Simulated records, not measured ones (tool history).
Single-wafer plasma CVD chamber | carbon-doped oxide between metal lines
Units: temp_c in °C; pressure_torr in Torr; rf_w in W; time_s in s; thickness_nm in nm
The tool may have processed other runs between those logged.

run	day	temp_c	pressure_torr	rf_w	time_s	thickness_nm
1	0.000	355	5.37	440	11.5	53.595
2	0.338	355	5.37	385	11.5	47.310
3	0.662	345	5.37	385	11.5	48.501
4	0.721	345	5.37	385	11.0	46.704
5	0.921	344	5.59	420	11.0	50.814
6	1.104	334	5.59	420	11.0	52.452
7	1.196	334	5.77	445	11.0	55.134

Run 8, settings as shown, results not yet in. Your forecast:
8	1.500	334	5.90	465	11.0	?

Run 8 gave thickness_nm 57.355 nm.

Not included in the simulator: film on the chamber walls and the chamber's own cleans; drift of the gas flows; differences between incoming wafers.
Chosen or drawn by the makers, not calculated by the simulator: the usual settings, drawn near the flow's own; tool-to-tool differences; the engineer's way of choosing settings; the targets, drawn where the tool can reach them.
